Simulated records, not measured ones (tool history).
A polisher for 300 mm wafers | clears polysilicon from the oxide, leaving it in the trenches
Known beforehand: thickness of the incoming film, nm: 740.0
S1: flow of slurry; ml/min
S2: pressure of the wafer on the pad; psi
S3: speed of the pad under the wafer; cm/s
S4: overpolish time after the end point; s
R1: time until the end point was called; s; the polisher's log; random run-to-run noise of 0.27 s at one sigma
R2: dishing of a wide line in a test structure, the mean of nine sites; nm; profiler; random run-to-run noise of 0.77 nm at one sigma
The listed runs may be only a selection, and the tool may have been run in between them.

Run 1, hour 0: S1 210 ml/min, S2 3.2 psi, S3 130 cm/s, S4 11 s. Result: R1 35.53 s, R2 43.989 nm.
Run 2, hour 8.2: S1 210 ml/min, S2 3.8 psi, S3 132 cm/s, S4 9 s. Result: R1 28.891 s, R2 42.628 nm.
Run 3, hour 12.5: S1 210 ml/min, S2 3.8 psi, S3 132 cm/s, S4 5 s. Result: R1 29.297 s, R2 41.641 nm.
Run 4, hour 18.2: S1 210 ml/min, S2 3.2 psi, S3 132 cm/s, S4 5 s. Result: R1 36.288 s, R2 40.59 nm.
Run 5, hour 24.8: S1 210 ml/min, S2 3.7 psi, S3 132 cm/s, S4 5 s. Result: R1 29.709 s, R2 43.023 nm.
Run 6, hour 26.9: S1 210 ml/min, S2 3.7 psi, S3 132 cm/s, S4 3 s. Result: R1 29.636 s, R2 36.059 nm.
Run 7, hour 31.4: S1 210 ml/min, S2 4.1 psi, S3 134 cm/s, S4 5 s. Result: R1 27.84 s, R2 43.272 nm.
Run 8, hour 33.8: S1 210 ml/min, S2 4.1 psi, S3 134 cm/s, S4 5 s. Result: R1 27.621 s, R2 43.316 nm.

What does the tool deliver on the next run?
Run 9, hour 36.6: S1 230 ml/min, S2 4 psi, S3 152 cm/s, S4 4 s. Result: R1 ?, R2 ?.

Run 9 produced R1 24.43 s, R2 41.652 nm.

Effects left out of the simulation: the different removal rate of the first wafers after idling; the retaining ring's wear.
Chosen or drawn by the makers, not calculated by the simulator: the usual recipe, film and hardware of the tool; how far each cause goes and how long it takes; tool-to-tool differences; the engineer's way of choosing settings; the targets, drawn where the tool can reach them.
